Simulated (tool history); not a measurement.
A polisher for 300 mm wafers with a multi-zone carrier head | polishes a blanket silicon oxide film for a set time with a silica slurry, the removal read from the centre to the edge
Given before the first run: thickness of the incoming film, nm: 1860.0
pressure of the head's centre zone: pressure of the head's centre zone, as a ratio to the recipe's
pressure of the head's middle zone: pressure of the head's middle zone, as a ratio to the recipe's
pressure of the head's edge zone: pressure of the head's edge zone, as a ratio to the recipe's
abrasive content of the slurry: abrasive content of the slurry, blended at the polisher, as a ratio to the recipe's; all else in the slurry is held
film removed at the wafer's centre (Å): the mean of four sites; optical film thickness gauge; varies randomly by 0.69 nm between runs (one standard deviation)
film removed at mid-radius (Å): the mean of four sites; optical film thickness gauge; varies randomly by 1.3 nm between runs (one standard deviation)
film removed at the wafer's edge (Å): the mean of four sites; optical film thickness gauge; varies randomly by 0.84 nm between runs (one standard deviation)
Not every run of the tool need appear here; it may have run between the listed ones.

run	day	flow of slurry (ml/min)	pressure of the head's centre zone	pressure of the head's middle zone	pressure of the head's edge zone	abrasive content of the slurry	polishing time (s)	film removed at the wafer's centre (Å)	film removed at mid-radius (Å)	film removed at the wafer's edge (Å)
1	0.000	225	1.00	1.00	1.00	1.00	36	1118.60	1125.00	1128.50
2	0.275	220	0.98	0.99	0.95	0.90	36	1010.50	1007.80	1016.60
3	0.442	210	0.96	1.00	0.91	0.90	36	991.97	1019.50	990.34
4	0.771	210	0.96	1.00	0.91	0.90	28	774.07	800.65	777.02
5	0.796	230	0.98	1.02	0.96	0.90	28	795.04	801.27	796.37
6	0.992	220	0.99	1.05	0.99	0.95	28	822.85	896.17	851.38
7	1.342	225	1.01	1.06	1.01	0.95	28	843.60	894.19	844.47
8	1.496	230	1.02	1.06	1.03	0.95	28	859.16	880.18	854.84

For run 9, what comes out?
9	1.854	235	1.02	1.07	1.05	0.95	28	?	?	?

Run 9 produced film removed at the wafer's centre (Å) 861.87, film removed at mid-radius (Å) 900.71, film removed at the wafer's edge (Å) 855.07.
